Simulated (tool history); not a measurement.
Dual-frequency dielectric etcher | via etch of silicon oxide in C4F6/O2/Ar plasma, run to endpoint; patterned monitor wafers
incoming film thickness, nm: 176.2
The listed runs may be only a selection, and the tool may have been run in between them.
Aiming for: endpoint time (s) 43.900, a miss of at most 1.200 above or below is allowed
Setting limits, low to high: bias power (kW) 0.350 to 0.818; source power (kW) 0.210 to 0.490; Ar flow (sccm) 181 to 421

run  hour  bias power (kW)  source power (kW)  Ar flow (sccm)  endpoint time (s)
  1   0.0            0.584              0.350             301             37.791
  2   1.0            0.557              0.340             302             39.480
  3   8.6            0.557              0.390             302             37.426
  4  16.3            0.531              0.390             303             37.579
  5  17.9            0.531              0.390             335             38.294
  6  23.9            0.601              0.390             335             36.574
  7  30.5            0.570              0.380             337             38.086
  8  37.3            0.545              0.370             338             38.555
  9  46.1            0.545              0.370             338             38.817
 10  47.2            0.523              0.360             339             39.542
 11  54.0            0.504              0.350             340             40.337
 12  61.4            0.488              0.350             341             41.050
 13  64.3            0.476              0.350             342             41.294
 14  65.7            0.465              0.350             343             41.399
 15  70.9            0.454              0.350             344             41.359
 16  78.1            0.444              0.350             345             42.227
 17  79.6            0.444              0.350             345             41.910
 18  83.9            0.444              0.350             345             42.097
 19  89.2            0.436              0.350             345             42.285
 20  90.2            0.429              0.350             345             42.472

Exactly one of the 5 candidate moves below puts every result within its allowed miss. Which one?
  A  91.2            0.350              0.330             338                  ?
  B  91.2            0.442              0.380             313                  ?
  C  91.2            0.447              0.360             336                  ?
  D  91.2            0.438              0.350             288                  ?
  E  91.2            0.419              0.330             380                  ?

move  endpoint time (s)
   A             45.732
   B             40.198
   C             41.277
   D             41.202
   E             44.152
A: takes the biggest miss from the last run beyond its target
B: moves away from the targets compared with the last run
C: moves away from the targets compared with the last run
D: moves away from the targets compared with the last run
E: every result within its allowed miss
So the answer is move E, the one that meets all the targets.

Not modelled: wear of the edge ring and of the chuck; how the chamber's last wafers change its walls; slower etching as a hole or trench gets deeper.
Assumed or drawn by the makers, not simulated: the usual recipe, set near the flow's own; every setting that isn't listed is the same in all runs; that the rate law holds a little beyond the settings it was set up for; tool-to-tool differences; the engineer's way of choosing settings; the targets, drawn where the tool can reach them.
